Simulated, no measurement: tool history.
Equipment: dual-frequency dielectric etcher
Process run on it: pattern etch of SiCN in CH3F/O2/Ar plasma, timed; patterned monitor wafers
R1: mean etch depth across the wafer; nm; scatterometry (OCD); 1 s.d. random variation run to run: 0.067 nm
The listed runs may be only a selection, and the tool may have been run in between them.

Run 1, day 0.000: source power (W) 390, bias power (W) 89, etch time (s) 63.5. Result: R1 26.426 nm.
Run 2, day 0.183: source power (W) 440, bias power (W) 89, etch time (s) 63.5. Result: R1 27.396 nm.
Run 3, day 0.371: source power (W) 440, bias power (W) 89, etch time (s) 66.0. Result: R1 28.304 nm.
Run 4, day 0.654: source power (W) 420, bias power (W) 87, etch time (s) 66.0. Result: R1 27.689 nm.
Run 5, day 1.008: source power (W) 360, bias power (W) 87, etch time (s) 66.0. Result: R1 26.546 nm.
Run 6, day 1.212: source power (W) 350, bias power (W) 87, etch time (s) 66.0. Result: R1 26.334 nm.
Run 7, day 1.338: source power (W) 340, bias power (W) 87, etch time (s) 66.0. Result: R1 26.180 nm.

Run 8 comes next. What will it give?
Run 8, day 1.438: source power (W) 330, bias power (W) 87, etch time (s) 66.0. Result: R1 ?.

For run 8 the tool returned R1 25.904 nm.

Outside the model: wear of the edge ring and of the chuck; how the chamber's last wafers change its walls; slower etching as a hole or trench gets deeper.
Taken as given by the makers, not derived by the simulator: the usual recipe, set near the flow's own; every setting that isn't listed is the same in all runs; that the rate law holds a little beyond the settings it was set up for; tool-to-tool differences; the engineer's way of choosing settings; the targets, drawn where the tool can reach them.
